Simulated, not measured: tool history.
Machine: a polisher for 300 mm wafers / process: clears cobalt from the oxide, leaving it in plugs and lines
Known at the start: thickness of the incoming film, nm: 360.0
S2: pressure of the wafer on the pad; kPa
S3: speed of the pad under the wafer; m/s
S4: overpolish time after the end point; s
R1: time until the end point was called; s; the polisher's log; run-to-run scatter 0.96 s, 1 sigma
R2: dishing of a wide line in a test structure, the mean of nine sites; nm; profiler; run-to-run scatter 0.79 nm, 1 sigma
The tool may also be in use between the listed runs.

{"run": 1, "day": 0.0, "flow of slurry (ml/min)": 290, "S2": 13.8, "S3": 1.24, "S4": 20, "R1": 80.224, "R2": 59.848}
{"run": 2, "day": 0.329, "flow of slurry (ml/min)": 290, "S2": 16.5, "S3": 1.24, "S4": 20, "R1": 67.965, "R2": 66.338}
{"run": 3, "day": 0.554, "flow of slurry (ml/min)": 290, "S2": 16.5, "S3": 1.5, "S4": 20, "R1": 55.136, "R2": 68.814}
{"run": 4, "day": 0.896, "flow of slurry (ml/min)": 290, "S2": 15.2, "S3": 1.6, "S4": 17, "R1": 57.377, "R2": 64.19}
{"run": 5, "day": 1.054, "flow of slurry (ml/min)": 290, "S2": 16.5, "S3": 1.6, "S4": 17, "R1": 52.658, "R2": 68.474}
{"run": 6, "day": 1.2, "flow of slurry (ml/min)": 310, "S2": 15.2, "S3": 1.68, "S4": 14, "R1": 53.066, "R2": 58.657}

What does the tool deliver on the next run?
{"day": 1.383, "done": "worn pad replaced by a new one"}
{"run": 7, "day": 1.383, "flow of slurry (ml/min)": 345, "S2": 14.5, "S3": 1.74, "S4": 12, "R1": "?", "R2": "?"}

{"run 7": {"R1": 52.489, "R2": 59.121}}
